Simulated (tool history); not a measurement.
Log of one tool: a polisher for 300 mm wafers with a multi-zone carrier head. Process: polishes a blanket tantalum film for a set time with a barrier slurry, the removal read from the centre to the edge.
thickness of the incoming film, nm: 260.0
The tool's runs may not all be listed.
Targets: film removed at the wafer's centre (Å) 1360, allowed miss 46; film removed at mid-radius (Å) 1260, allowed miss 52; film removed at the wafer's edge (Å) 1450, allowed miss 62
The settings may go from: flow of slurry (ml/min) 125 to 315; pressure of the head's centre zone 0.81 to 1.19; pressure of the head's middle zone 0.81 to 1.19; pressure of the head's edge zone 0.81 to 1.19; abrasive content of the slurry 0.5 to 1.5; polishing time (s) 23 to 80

run,hour,flow of slurry (ml/min),pressure of the head's centre zone,pressure of the head's middle zone,pressure of the head's edge zone,abrasive content of the slurry,polishing time (s),film removed at the wafer's centre (Å),film removed at mid-radius (Å),film removed at the wafer's edge (Å)
1,0,205,1,1,1,1,51,933.64,945.83,951.42
2,2.4,245,1,1,1,1,51,951.17,960.31,965.15
3,10.3,245,1,0.92,1,1,51,963.02,891.12,956.81
4,11.9,245,1.04,0.92,1,1,51,1006.4,904.51,970.85
5,20.5,245,0.97,0.92,1,1,51,931.51,901.88,962.41
6,27.4,240,0.98,0.92,1.04,1.15,54,1030.5,994.14,1074.4
7,30.3,235,0.99,0.91,1.08,1.25,57,1100.8,1041.4,1178.2
8,33,235,1.01,0.92,1.1,1.35,59,1193.7,1130.2,1281.8
9,34.3,240,1.03,0.93,1.12,1.4,60,1244.5,1192,1325.5
10,40.7,245,1.04,0.92,1.14,1.45,61,1329.2,1224.8,1360.6
11,48.1,245,1.04,0.92,1.14,1.45,61,1320,1176.1,1346.6

5 next moves are on the table. One of them brings every result within its allowed miss. Which?
A,55.5,265,0.94,0.87,1.19,1.35,64,?,?,?
B,55.5,155,0.88,0.88,1.17,1.3,70,?,?,?
C,55.5,190,1.04,0.94,1.19,1.5,64,?,?,?
D,55.5,275,0.99,0.81,1.12,1.4,63,?,?,?
E,55.5,230,1.12,0.95,1.08,1.4,56,?,?,?

move,film removed at the wafer's centre (Å),film removed at mid-radius (Å),film removed at the wafer's edge (Å)
A,1236.4,1163.5,1420.7
B,1189.5,1215,1474
C,1358.4,1234,1422.7
D,1296.9,1092.4,1371.8
E,1285.2,1090.7,1182.1
A: brings the result that was furthest off to its target, and leaves another outside
B: brings the result that was furthest off to its target, and leaves another outside
C: meets every target
D: further off than the last run
E: further off than the last run
Move C is the one to make.
